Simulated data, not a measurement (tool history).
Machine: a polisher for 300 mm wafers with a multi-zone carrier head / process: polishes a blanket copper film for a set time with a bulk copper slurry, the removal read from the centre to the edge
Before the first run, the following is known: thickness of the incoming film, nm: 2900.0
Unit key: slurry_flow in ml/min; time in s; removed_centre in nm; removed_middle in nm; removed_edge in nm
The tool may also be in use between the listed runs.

run,hour,slurry_flow,centre_zone,middle_zone,edge_zone,slurry_solids,time,removed_centre,removed_middle,removed_edge
1,0,235,1,1,1,1,62,576.29,546.57,556.54
2,5.1,235,0.92,1,1,1,62,546.43,551.72,545.35
3,10.1,235,0.92,1,0.97,1,62,533.29,560.79,549.36
4,14.6,235,0.91,1,0.98,1.05,63,541.85,565.25,567.49
5,15.6,235,0.91,1,0.92,1.05,63,524.3,562.72,552.14
6,24.5,240,0.9,1.02,0.94,1.1,63,537.97,576.11,560.75
7,29.2,235,0.89,1.03,0.95,1.15,64,548.15,590.64,578.09
8,36.1,235,0.88,1.05,0.96,1.2,65,549.41,611.41,583.11

Run 9 has not been measured yet. What should we expect?
9,38.7,240,0.87,1.05,0.97,1.25,66,?,?,?

Run 9 yielded removed_centre 566.63 nm, removed_middle 626.15 nm, removed_edge 611.24 nm.
